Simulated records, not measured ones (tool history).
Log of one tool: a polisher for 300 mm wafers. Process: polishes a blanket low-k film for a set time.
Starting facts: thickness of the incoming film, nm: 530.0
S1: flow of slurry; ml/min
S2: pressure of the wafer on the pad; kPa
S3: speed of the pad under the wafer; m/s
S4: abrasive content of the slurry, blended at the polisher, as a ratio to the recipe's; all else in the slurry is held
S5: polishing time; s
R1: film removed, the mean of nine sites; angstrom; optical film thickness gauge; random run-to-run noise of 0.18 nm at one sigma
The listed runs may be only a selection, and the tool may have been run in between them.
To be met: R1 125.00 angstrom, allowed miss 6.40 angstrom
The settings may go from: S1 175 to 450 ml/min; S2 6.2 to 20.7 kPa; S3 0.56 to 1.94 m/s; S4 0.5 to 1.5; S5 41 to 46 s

run	hour	S1	S2	S3	S4	S5	R1
1	0.0	290	13.1	1.24	1.0	46	242.26
2	8.8	290	12.4	1.22	1.0	46	226.61
3	9.6	290	12.4	1.02	1.0	46	195.28
4	13.7	290	15.2	1.02	1.0	46	245.52
5	16.8	290	14.5	1.02	1.0	46	230.21
6	18.5	290	14.5	1.02	1.2	46	257.14
# hour 26.7: head pressure recalibrated
7	26.7	290	13.8	1.00	1.2	46	255.79
8	30.0	290	13.1	0.96	1.2	46	237.17
9	35.2	290	12.4	0.92	1.2	46	213.39

Below are 5 possible settings for the next run. Only one of them brings all results inside the allowed miss of their targets. Which is it?
A	40.4	280	8.3	1.00	1.2	41	?
B	40.4	300	11.0	0.74	1.1	41	?
C	40.4	300	17.9	1.50	1.2	42	?
D	40.4	300	9.0	0.76	1.2	41	?
E	40.4	265	15.9	1.18	1.5	46	?

move	R1
A	140.54
B	140.45
C	422.67
D	122.40
E	368.41
A: gains on the last run, yet a result remains outside its allowed miss
B: gains on the last run, yet a result remains outside its allowed miss
C: moves away from the targets compared with the last run
D: every result lands within tolerance
E: moves away from the targets compared with the last run
D meets every target.
